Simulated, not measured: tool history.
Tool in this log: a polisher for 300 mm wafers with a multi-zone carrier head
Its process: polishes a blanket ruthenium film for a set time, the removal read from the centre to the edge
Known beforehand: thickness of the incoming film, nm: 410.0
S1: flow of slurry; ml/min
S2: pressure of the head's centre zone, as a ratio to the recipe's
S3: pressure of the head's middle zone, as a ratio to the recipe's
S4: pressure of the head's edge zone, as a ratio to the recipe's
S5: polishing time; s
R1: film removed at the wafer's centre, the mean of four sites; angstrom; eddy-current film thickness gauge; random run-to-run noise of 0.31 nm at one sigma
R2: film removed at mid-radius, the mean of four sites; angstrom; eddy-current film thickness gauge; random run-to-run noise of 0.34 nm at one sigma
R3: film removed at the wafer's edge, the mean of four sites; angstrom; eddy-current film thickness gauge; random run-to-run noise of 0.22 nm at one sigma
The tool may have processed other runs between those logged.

run  hour   S1    S2    S3    S4  S5      R1      R2      R3
  1     0  300     1     1     1  31  268.86  308.94  304.51
  2   1.7  300  1.06  0.98  0.94  30  278.81  296.29  287.15
  3     6  300  1.06  0.98  0.94  23  212.22  227.61  219.48
  4  13.1  300  1.06  0.98  0.97  23  212.02  223.41  220.51
  5  14.5  300  1.06  1.03  0.97  23  217.32  233.49  222.56
  6    22  300  1.06  1.03  0.97  18  162.38  184.98  174.64
  7  24.5  315   1.1  1.02  0.96  21  200.07  215.15   204.8
  8  29.7  315   1.1  1.02  0.96  21  207.55  215.48  206.34
  9  35.2  345  1.13  1.01  0.94  22  223.75  222.07   213.9
 10    38  360  1.15     1  0.92  24     246  246.18  228.35
 11  42.2  360  1.16  0.96   0.9  25  254.19  246.02  238.82
 12  49.3  395  1.17  0.94  0.87  26  269.66  254.32   243.7
 13  50.3  420  1.18  0.92  0.85  27  284.22  259.74  251.51
 14  54.8  435  1.18  0.91  0.84  27  283.56  258.64  252.07
 15  57.2  445  1.18  0.91  0.83  27   287.9  252.87  251.95
 16    60  445  1.18  0.92  0.82  27  288.14  259.02  250.35

Estimate the outcome of run 17 from the log above:
 17  60.6  450  1.18  0.92  0.82  27   ?   ?   ?

{"run 17": {"R1": 294.07, "R2": 262.9, "R3": 253.06}}
